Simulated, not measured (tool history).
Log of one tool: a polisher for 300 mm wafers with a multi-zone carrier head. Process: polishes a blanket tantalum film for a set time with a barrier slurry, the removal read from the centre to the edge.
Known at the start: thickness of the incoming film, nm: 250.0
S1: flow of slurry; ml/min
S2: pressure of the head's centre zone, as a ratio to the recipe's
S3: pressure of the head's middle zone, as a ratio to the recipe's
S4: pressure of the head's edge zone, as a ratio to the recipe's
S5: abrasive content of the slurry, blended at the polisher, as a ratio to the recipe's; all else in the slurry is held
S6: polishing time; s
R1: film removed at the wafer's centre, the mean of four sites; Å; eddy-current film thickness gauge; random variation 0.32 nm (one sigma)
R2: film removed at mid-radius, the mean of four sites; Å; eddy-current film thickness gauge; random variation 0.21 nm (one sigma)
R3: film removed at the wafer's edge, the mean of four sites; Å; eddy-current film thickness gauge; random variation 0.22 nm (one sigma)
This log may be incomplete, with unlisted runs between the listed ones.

| run | day | S1 | S2 | S3 | S4 | S5 | S6 | R1 | R2 | R3 |
|---|---|---|---|---|---|---|---|---|---|---|
| 1 | 0 | 205 | 1 | 1 | 1 | 1 | 49 | 370.72 | 374.51 | 364.77 |
| 2 | 0.046 | 205 | 1 | 1 | 1 | 0.85 | 49 | 360.07 | 353.94 | 349.51 |
| 3 | 0.354 | 205 | 1 | 1 | 1.07 | 0.85 | 49 | 361.53 | 357.37 | 361.26 |
| 4 | 0.717 | 205 | 1 | 1 | 1.07 | 0.85 | 55 | 400.76 | 399.63 | 405.28 |
| 5 | 0.754 | 230 | 1 | 1 | 1.07 | 0.85 | 55 | 398.06 | 410.05 | 410.56 |
| 6 | 1.038 | 230 | 1 | 1 | 1.07 | 0.85 | 49 | 365.07 | 362.35 | 364.5 |
| 7 | 1.079 | 235 | 0.97 | 1.01 | 1.03 | 0.75 | 47 | 325.27 | 341.87 | 334.28 |
| 8 | 1.15 | 235 | 0.96 | 1.02 | 0.99 | 0.7 | 46 | 315.03 | 323.83 | 308.4 |
| 9 | 1.379 | 230 | 0.93 | 1.02 | 0.96 | 0.65 | 46 | 298.26 | 317.75 | 294.4 |
| 10 | 1.479 | 220 | 0.9 | 1.01 | 0.94 | 0.65 | 46 | 280.77 | 310.42 | 291.75 |
| 11 | 1.721 | 215 | 0.89 | 1.01 | 0.91 | 0.6 | 46 | 267.81 | 303.46 | 273.49 |
| 12 | 2.062 | 205 | 0.89 | 1.01 | 0.9 | 0.6 | 46 | 269.88 | 296.86 | 272.68 |
| 13 | 2.379 | 205 | 0.89 | 1.01 | 0.9 | 0.6 | 46 | 270.81 | 296.2 | 275.47 |
| 14 | 2.75 | 200 | 0.88 | 1.02 | 0.88 | 0.6 | 46 | 258.87 | 296.61 | 273.07 |
| 15 | 2.942 | 205 | 0.88 | 1.02 | 0.87 | 0.6 | 46 | 268.03 | 301.25 | 272.45 |

What will run 16 give?
| 16 | 3.012 | 200 | 0.88 | 1.02 | 0.86 | 0.6 | 46 | ? | ? | ? |

R1: 270.66 Å
R2: 297 Å
R3: 268.38 Å
